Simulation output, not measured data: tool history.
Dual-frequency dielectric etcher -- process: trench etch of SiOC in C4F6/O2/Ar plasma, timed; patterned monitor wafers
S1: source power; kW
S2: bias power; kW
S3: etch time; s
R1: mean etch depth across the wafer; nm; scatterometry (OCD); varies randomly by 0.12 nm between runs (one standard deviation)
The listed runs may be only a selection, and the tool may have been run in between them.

run  hour    S1     S2  S3      R1
  1     0  0.39  0.175  24  52.094
  2   2.7  0.42  0.175  24  53.978
  3   3.6  0.42  0.175  24  54.144
  4   4.2  0.42  0.193  24  55.353
  5  12.1  0.35  0.193  24  51.185
  6  19.6  0.33   0.19  24  49.566
     21.6  -- source power generator calibrated
  7  21.6  0.31  0.189  24  47.421
  8  27.1   0.3  0.189  24  46.841

What does the tool deliver on the next run?
  9  29.9  0.29  0.189  24   ?

{"run 9": {"R1": 45.992}}
